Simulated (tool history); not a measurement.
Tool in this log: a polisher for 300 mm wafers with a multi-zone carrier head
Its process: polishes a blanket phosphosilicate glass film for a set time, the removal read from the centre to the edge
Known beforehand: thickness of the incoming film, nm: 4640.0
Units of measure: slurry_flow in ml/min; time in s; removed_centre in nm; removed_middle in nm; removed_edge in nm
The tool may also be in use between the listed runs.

run  hour  slurry_flow  centre_zone  middle_zone  edge_zone  slurry_solids  time  removed_centre  removed_middle  removed_edge
  1   0.0          160         1.00         1.00       1.00           1.00    75          477.31          483.80        493.05
  2   6.8          155         0.97         0.98       0.97           0.90    74          446.51          444.83        462.55
  3   9.3          150         0.94         0.99       0.96           0.80    72          389.77          414.10        432.90
  4  18.1          150         0.94         0.99       0.91           0.80    72          396.23          416.33        396.25
  5  19.6          150         0.94         0.99       0.91           0.80    88          473.71          507.36        514.71
  6  25.2          150         0.94         0.99       0.91           0.80    74          403.41          427.64        428.40
  7  33.3          150         0.93         0.98       0.90           0.75    72          378.74          405.93        397.83
  8  39.3          145         0.92         0.96       0.89           0.70    71          362.00          376.43        385.15
  9  40.9          145         0.91         0.96       0.88           0.65    70          344.85          359.48        362.09
 10  49.5          110         0.81         0.90       0.82           0.60    70          273.86          315.00        331.16

Forecast run 11:
 11  51.3          110         0.81         0.90       0.82           0.60    70               ?               ?             ?

removed_centre: 273.11 nm
removed_middle: 314.84 nm
removed_edge: 328.89 nm

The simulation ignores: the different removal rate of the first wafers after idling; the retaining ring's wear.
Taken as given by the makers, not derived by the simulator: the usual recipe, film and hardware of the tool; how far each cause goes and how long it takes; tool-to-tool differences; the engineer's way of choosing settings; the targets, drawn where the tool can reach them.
